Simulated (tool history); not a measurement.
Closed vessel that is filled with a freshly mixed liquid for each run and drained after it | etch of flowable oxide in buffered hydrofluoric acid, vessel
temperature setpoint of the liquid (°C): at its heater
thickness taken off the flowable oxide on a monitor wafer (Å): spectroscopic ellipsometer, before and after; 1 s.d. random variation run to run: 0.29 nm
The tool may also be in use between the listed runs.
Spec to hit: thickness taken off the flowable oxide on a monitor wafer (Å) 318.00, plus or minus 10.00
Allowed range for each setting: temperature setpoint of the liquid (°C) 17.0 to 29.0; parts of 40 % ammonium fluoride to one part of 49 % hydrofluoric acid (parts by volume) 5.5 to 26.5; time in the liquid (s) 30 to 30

run,hour,temperature setpoint of the liquid (°C),parts of 40 % ammonium fluoride to one part of 49 % hydrofluoric acid (parts by volume),time in the liquid (s),thickness taken off the flowable oxide on a monitor wafer (Å)
1,0.0,21.0,16.0,30,397.84
2,3.3,21.0,16.0,30,402.36
3,6.4,21.0,14.5,30,448.55
4,10.6,20.5,15.0,30,419.63
5,16.4,20.5,16.5,30,377.34
6,20.8,23.0,16.5,30,437.73
7,24.7,22.0,16.5,30,411.97
8,31.0,21.0,16.5,30,393.41
9,36.6,20.5,16.5,30,381.32

Which one of the following 4 next-run settings gets every result inside its allowed miss? There is exactly one.
A,42.2,18.5,19.0,30,?
B,42.2,17.0,16.0,30,?
C,42.2,20.0,20.5,30,?
D,42.2,18.0,15.0,30,?

move,thickness taken off the flowable oxide on a monitor wafer (Å)
A,296.23
B,322.27
C,301.29
D,363.57
A: takes the result that was furthest off past its target
B: all results in spec
C: takes the result that was furthest off past its target
D: gains on the last run, yet a result remains outside its allowed miss
The move that meets every target is B.
